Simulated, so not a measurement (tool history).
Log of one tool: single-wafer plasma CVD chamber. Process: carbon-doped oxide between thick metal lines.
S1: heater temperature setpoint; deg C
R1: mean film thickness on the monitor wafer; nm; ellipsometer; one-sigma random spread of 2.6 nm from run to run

{"run": 1, "day": 0.0, "S1": 330, "chamber pressure (Torr)": 3.79, "RF power (W)": 505, "deposition time (s)": 238, "R1": 1149.5}
{"run": 2, "day": 0.371, "S1": 332, "chamber pressure (Torr)": 3.67, "RF power (W)": 495, "deposition time (s)": 238, "R1": 1119.4}
{"run": 3, "day": 0.475, "S1": 334, "chamber pressure (Torr)": 3.55, "RF power (W)": 485, "deposition time (s)": 238, "R1": 1089.0}
{"run": 4, "day": 0.6, "S1": 336, "chamber pressure (Torr)": 3.44, "RF power (W)": 480, "deposition time (s)": 238, "R1": 1062.2}
{"run": 5, "day": 0.954, "S1": 331, "chamber pressure (Torr)": 3.44, "RF power (W)": 480, "deposition time (s)": 238, "R1": 1086.6}
{"run": 6, "day": 1.267, "S1": 331, "chamber pressure (Torr)": 3.44, "RF power (W)": 480, "deposition time (s)": 238, "R1": 1083.1}
{"run": 7, "day": 1.475, "S1": 343, "chamber pressure (Torr)": 2.68, "RF power (W)": 400, "deposition time (s)": 238, "R1": 832.39}

Expected results for the next run?
{"run": 8, "day": 1.554, "S1": 342, "chamber pressure (Torr)": 2.7, "RF power (W)": 400, "deposition time (s)": 238, "R1": "?"}

{"run 8": {"R1": 829.67}}
